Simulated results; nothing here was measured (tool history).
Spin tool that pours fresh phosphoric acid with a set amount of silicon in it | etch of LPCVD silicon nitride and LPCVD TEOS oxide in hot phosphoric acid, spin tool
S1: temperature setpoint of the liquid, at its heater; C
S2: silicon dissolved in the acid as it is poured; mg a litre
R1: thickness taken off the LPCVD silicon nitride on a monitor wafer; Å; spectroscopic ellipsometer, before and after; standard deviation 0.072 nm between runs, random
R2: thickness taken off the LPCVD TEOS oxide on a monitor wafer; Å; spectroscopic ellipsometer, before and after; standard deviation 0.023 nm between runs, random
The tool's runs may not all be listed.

{"run": 1, "hour": 0.0, "S1": 163, "S2": 10, "time under the liquid (s)": 180, "R1": 200.17, "R2": 4.6147}
{"run": 2, "hour": 8.5, "S1": 162.5, "S2": 10.5, "time under the liquid (s)": 180, "R1": 199.04, "R2": 4.2162}
{"run": 3, "hour": 11.2, "S1": 162.5, "S2": 13, "time under the liquid (s)": 180, "R1": 196.49, "R2": 3.8036}
{"run": 4, "hour": 12.4, "S1": 164, "S2": 13, "time under the liquid (s)": 180, "R1": 206.18, "R2": 4.7739}
{"run": 5, "hour": 17.0, "S1": 163.5, "S2": 12.5, "time under the liquid (s)": 175, "R1": 198.62, "R2": 4.1881}
{"run": 6, "hour": 25.9, "S1": 162, "S2": 12.5, "time under the liquid (s)": 175, "R1": 189.24, "R2": 3.3825}
{"run": 7, "hour": 34.7, "S1": 161.5, "S2": 11.5, "time under the liquid (s)": 175, "R1": 186.54, "R2": 3.1036}
{"run": 8, "hour": 35.8, "S1": 161, "S2": 10.5, "time under the liquid (s)": 175, "R1": 182.88, "R2": 3.7771}

Run 9 is up next; what results do you expect?
{"run": 9, "hour": 39.7, "S1": 160.5, "S2": 10.5, "time under the liquid (s)": 175, "R1": "?", "R2": "?"}

Run 9 gave R1 179.64 Å, R2 3.45 Å.

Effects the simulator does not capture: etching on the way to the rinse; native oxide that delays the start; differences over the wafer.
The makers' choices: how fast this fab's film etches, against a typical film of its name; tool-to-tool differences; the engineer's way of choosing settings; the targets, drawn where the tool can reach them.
